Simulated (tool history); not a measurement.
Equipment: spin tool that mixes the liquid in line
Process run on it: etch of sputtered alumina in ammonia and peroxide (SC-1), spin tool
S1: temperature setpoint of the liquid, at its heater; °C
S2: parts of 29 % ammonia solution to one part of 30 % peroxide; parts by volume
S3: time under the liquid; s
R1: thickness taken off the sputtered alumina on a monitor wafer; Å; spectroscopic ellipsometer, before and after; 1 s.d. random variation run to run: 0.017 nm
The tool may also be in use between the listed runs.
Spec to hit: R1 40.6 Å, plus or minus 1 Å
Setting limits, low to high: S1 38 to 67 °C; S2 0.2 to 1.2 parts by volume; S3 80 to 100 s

Run 1, hour 0: S1 51 °C, S2 0.85 parts by volume, S3 100 s. Result: R1 46.693 Å.
Run 2, hour 1.9: S1 50.5 °C, S2 0.85 parts by volume, S3 100 s. Result: R1 45.304 Å.
Run 3, hour 5.6: S1 50 °C, S2 0.85 parts by volume, S3 100 s. Result: R1 44.08 Å.
Run 4, hour 11.2: S1 52.5 °C, S2 0.85 parts by volume, S3 100 s. Result: R1 50.569 Å.
Run 5, hour 15.1: S1 52.5 °C, S2 0.7 parts by volume, S3 100 s. Result: R1 49.781 Å.
Run 6, hour 18: S1 45.5 °C, S2 0.7 parts by volume, S3 100 s. Result: R1 33.666 Å.
Run 7, hour 26.5: S1 46 °C, S2 0.7 parts by volume, S3 100 s. Result: R1 34.867 Å.
Run 8, hour 29.7: S1 46 °C, S2 0.7 parts by volume, S3 100 s. Result: R1 34.725 Å.
Run 9, hour 34.7: S1 46.5 °C, S2 0.7 parts by volume, S3 100 s. Result: R1 35.681 Å.
Run 10, hour 36.6: S1 47 °C, S2 0.7 parts by volume, S3 100 s. Result: R1 36.52 Å.
Run 11, hour 38.9: S1 49.5 °C, S2 0.7 parts by volume, S3 100 s. Result: R1 42.446 Å.

Which one of the following 5 next-run settings gets every result inside its allowed miss? There is exactly one.
Run A, hour 41.2: S1 51 °C, S2 0.5 parts by volume, S3 100 s. Result: R1 ?.
Run B, hour 41.2: S1 50.5 °C, S2 0.85 parts by volume, S3 95 s. Result: R1 ?.
Run C, hour 41.2: S1 49.5 °C, S2 0.75 parts by volume, S3 100 s. Result: R1 ?.
Run D, hour 41.2: S1 48.5 °C, S2 0.8 parts by volume, S3 100 s. Result: R1 ?.
Run E, hour 41.2: S1 51 °C, S2 0.9 parts by volume, S3 95 s. Result: R1 ?.

move      R1
   A  44.469
   B  43.226
   C   42.56
   D  40.516
   E  44.665
A: misses by more than the last run did
B: misses by more than the last run did
C: misses by more than the last run did
D: hits every target within its allowed miss
E: misses by more than the last run did
The right move is D.
